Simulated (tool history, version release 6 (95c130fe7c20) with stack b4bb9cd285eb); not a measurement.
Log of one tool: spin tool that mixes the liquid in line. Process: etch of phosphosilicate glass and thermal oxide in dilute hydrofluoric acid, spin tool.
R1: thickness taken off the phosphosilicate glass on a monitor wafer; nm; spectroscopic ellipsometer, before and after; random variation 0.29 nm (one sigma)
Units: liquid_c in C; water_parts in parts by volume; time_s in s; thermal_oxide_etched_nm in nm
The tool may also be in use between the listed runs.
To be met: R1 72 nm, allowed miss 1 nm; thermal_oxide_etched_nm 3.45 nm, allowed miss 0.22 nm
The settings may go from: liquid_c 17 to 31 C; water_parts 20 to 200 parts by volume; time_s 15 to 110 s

Run 1, hour 0: liquid_c 23 C, water_parts 110 parts by volume, time_s 55 s. Result: R1 51.759 nm, thermal_oxide_etched_nm 2.4781 nm.
Run 2, hour 6.4: liquid_c 21 C, water_parts 110 parts by volume, time_s 55 s. Result: R1 47.75 nm, thermal_oxide_etched_nm 2.3228 nm.
Run 3, hour 10.7: liquid_c 21 C, water_parts 110 parts by volume, time_s 65 s. Result: R1 56.628 nm, thermal_oxide_etched_nm 2.6754 nm.
Run 4, hour 12.1: liquid_c 21 C, water_parts 110 parts by volume, time_s 90 s. Result: R1 77.96 nm, thermal_oxide_etched_nm 3.8609 nm.
Run 5, hour 15.7: liquid_c 21 C, water_parts 110 parts by volume, time_s 70 s. Result: R1 60.606 nm, thermal_oxide_etched_nm 2.9142 nm.
Run 6, hour 21: liquid_c 21.5 C, water_parts 110 parts by volume, time_s 70 s. Result: R1 62.13 nm, thermal_oxide_etched_nm 2.9503 nm.
Run 7, hour 28.7: liquid_c 22 C, water_parts 110 parts by volume, time_s 70 s. Result: R1 63.407 nm, thermal_oxide_etched_nm 2.9715 nm.
Run 8, hour 29.3: liquid_c 22.5 C, water_parts 110 parts by volume, time_s 70 s. Result: R1 64.533 nm, thermal_oxide_etched_nm 3.0883 nm.
Run 9, hour 37: liquid_c 23 C, water_parts 110 parts by volume, time_s 70 s. Result: R1 65.667 nm, thermal_oxide_etched_nm 3.1679 nm.
Run 10, hour 42.3: liquid_c 23.5 C, water_parts 110 parts by volume, time_s 70 s. Result: R1 67.047 nm, thermal_oxide_etched_nm 3.2926 nm.

4 next moves are on the table. One of them brings every result within its allowed miss. Which?
Run A, hour 47.6: liquid_c 23 C, water_parts 80 parts by volume, time_s 55 s. Result: R1 ?, thermal_oxide_etched_nm ?.
Run B, hour 47.6: liquid_c 19 C, water_parts 80 parts by volume, time_s 65 s. Result: R1 ?, thermal_oxide_etched_nm ?.
Run C, hour 47.6: liquid_c 23 C, water_parts 120 parts by volume, time_s 85 s. Result: R1 ?, thermal_oxide_etched_nm ?.
Run D, hour 47.6: liquid_c 22.5 C, water_parts 130 parts by volume, time_s 90 s. Result: R1 ?, thermal_oxide_etched_nm ?.

move      R1  thermal_oxide_etched_nm
   A   73.97                   3.5789
   B  74.119                    3.586
   C  72.641                   3.5146
   D  68.818                   3.3296
A: takes the result that was furthest off past its target
B: takes the result that was furthest off past its target
C: meets every target
D: nearer than the last run, and not there yet
The right move is C.

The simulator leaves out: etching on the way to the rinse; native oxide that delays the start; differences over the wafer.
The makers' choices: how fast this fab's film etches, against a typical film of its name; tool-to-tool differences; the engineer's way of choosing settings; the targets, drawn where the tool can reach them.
